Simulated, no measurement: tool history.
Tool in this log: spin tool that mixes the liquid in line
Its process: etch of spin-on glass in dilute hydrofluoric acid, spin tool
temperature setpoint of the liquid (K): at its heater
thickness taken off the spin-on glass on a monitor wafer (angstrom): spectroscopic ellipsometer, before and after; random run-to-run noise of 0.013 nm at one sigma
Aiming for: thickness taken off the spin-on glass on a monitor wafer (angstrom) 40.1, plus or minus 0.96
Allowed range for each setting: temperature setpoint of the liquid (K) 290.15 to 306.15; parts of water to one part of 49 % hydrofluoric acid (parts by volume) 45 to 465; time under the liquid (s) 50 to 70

run	day	temperature setpoint of the liquid (K)	parts of water to one part of 49 % hydrofluoric acid (parts by volume)	time under the liquid (s)	thickness taken off the spin-on glass on a monitor wafer (angstrom)
1	0	298.15	255	70	74.293
2	0.079	298.15	255	70	74.122
3	0.379	295.65	275	70	62.131
4	0.75	294.15	290	70	54.962
5	0.829	294.15	290	70	54.704
6	1.025	294.15	220	70	77.332
7	1.067	293.15	255	70	62.167
8	1.262	293.15	255	70	61.93

Of the 4 settings listed for the next run, only one would bring every result within its allowed miss of target. Which one?
A	1.458	293.15	310	50	?
B	1.458	294.65	150	70	?
C	1.458	293.65	280	50	?
D	1.458	292.15	335	50	?

move	thickness taken off the spin-on glass on a monitor wafer (angstrom)
A	34.718
B	124.19
C	40.219
D	30.317
A: pushes the last run's worst result past its target
B: further off than the last run
C: in spec on every target
D: pushes the last run's worst result past its target
Go with C: it meets all targets.

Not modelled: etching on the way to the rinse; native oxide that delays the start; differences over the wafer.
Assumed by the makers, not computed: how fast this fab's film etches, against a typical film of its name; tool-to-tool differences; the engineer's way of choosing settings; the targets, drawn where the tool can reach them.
